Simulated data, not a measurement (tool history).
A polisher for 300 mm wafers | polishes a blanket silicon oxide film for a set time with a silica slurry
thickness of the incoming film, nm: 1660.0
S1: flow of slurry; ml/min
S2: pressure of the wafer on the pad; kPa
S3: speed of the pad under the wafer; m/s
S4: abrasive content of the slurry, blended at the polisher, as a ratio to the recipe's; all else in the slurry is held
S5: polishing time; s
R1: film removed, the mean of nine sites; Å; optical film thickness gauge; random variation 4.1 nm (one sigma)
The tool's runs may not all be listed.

run	hour	S1	S2	S3	S4	S5	R1
1	0.0	205	30.3	1.16	1.00	110	3126.7
2	6.0	205	30.3	1.16	0.85	110	2920.6
3	10.4	205	27.6	1.16	0.85	110	2667.9
4	19.2	210	32.4	1.16	0.85	110	3073.2
5	27.9	230	32.4	1.16	0.85	110	3197.4
6	35.2	230	32.4	1.42	0.85	110	3748.6
7	36.6	240	33.8	1.42	0.85	110	3945.8

Run 8 comes next. What will it give?
8	38.0	245	35.2	1.42	0.85	110	?

{"run 8": {"R1": 4097.9}}
